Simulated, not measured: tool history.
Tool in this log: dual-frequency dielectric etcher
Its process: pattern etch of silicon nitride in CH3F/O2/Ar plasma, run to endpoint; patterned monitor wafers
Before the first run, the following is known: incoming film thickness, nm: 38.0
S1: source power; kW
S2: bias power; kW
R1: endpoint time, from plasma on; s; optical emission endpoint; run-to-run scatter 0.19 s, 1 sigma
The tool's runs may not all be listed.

run 1 hour=0 | S1=0.51 S2=0.055 | R1=51.085
run 2 hour=7.5 | S1=0.59 S2=0.055 | R1=49.049
run 3 hour=12.7 | S1=0.54 S2=0.053 | R1=51.346
run 4 hour=16.1 | S1=0.54 S2=0.061 | R1=48.422
run 5 hour=17.3 | S1=0.61 S2=0.061 | R1=46.834
run 6 hour=19.8 | S1=0.61 S2=0.067 | R1=45.259
run 7 hour=21.3 | S1=0.55 S2=0.062 | R1=48.235
run 8 hour=26.2 | S1=0.51 S2=0.059 | R1=49.9
run 9 hour=33.8 | S1=0.51 S2=0.059 | R1=50.599
run 10 hour=35.2 | S1=0.47 S2=0.058 | R1=51.748

Estimate the outcome of run 11 from the log above:
run 11 hour=36.7 | S1=0.44 S2=0.056 | R1=?

{"run 11": {"R1": 53.67}}
